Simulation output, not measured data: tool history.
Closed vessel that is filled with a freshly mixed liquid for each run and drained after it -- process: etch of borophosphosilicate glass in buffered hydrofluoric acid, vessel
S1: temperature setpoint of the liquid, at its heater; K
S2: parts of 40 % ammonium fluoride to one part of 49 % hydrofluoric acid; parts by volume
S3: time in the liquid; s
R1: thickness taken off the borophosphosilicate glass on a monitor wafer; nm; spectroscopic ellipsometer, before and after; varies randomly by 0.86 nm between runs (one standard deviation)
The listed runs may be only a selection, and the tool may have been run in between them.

run 1 hour=0 | S1=296.15 S2=16.5 S3=90 | R1=87.108
run 2 hour=8.2 | S1=296.15 S2=16.5 S3=95 | R1=92.117
run 3 hour=13.4 | S1=296.15 S2=16.5 S3=90 | R1=87.317
run 4 hour=18.9 | S1=298.15 S2=15.5 S3=90 | R1=102.65
run 5 hour=25.2 | S1=295.15 S2=15.5 S3=90 | R1=87.133
run 6 hour=29.2 | S1=297.15 S2=14.5 S3=90 | R1=103.37
run 7 hour=30 | S1=298.65 S2=14 S3=90 | R1=117.46

Expected results for the next run?
run 8 hour=31.6 | S1=299.65 S2=14 S3=90 | R1=?

Run 8 came out at R1 122.14 nm.
